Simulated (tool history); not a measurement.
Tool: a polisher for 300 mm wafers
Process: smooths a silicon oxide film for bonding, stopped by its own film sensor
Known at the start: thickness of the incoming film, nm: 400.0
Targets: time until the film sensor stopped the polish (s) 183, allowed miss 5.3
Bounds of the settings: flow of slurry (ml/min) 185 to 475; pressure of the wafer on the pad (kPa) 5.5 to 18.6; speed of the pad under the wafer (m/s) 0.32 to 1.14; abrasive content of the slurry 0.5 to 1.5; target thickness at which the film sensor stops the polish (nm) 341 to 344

run    day  flow of slurry (ml/min)  pressure of the wafer on the pad (kPa)  speed of the pad under the wafer (m/s)  abrasive content of the slurry  target thickness at which the film sensor stops the polish (nm)  time until the film sensor stopped the polish (s)
  1      0                      305                                    11.7                                    0.72                               1                                                              344                                             125.91
  2  0.067                      305                                    13.1                                    0.72                               1                                                              344                                             112.13
  3  0.138                      305                                    15.2                                    0.72                               1                                                              344                                             96.537
  4  0.275                      305                                    15.2                                    0.72                               1                                                              341                                             102.86
  5  0.508                      305                                    15.2                                    0.72                             0.8                                                              341                                             109.92
  6  0.846                      305                                    15.2                                    0.72                             0.6                                                              341                                             117.71
  7  0.917                      305                                    13.1                                    0.72                             0.6                                                              341                                             134.47
  8  1.142                      305                                    11.7                                    0.72                             0.6                                                              341                                              149.4
  9   1.45                      305                                      11                                    0.72                             0.6                                                              341                                             159.65
 10  1.733                      300                                       9                                    0.72                             0.6                                                              341                                             193.25

Which of these 5 next moves meets every target?
  A  2.017                      310                                       9                                    0.72                            0.55                                                              341                                                  ?
  B  2.017                      335                                    10.3                                     0.6                             0.5                                                              341                                                  ?
  C  2.017                      390                                     7.6                                    0.78                            0.75                                                              341                                                  ?
  D  2.017                      290                                     7.6                                    0.92                             0.7                                                              344                                                  ?
  E  2.017                      280                                       9                                    0.78                            0.55                                                              343                                                  ?

move  time until the film sensor stopped the polish (s)
   A                                             198.34
   B                                             203.26
   C                                             198.51
   D                                             171.91
   E                                             181.28
A: further off than the last run
B: further off than the last run
C: further off than the last run
D: takes the result that was furthest off past its target
E: meets every target
Answer: E
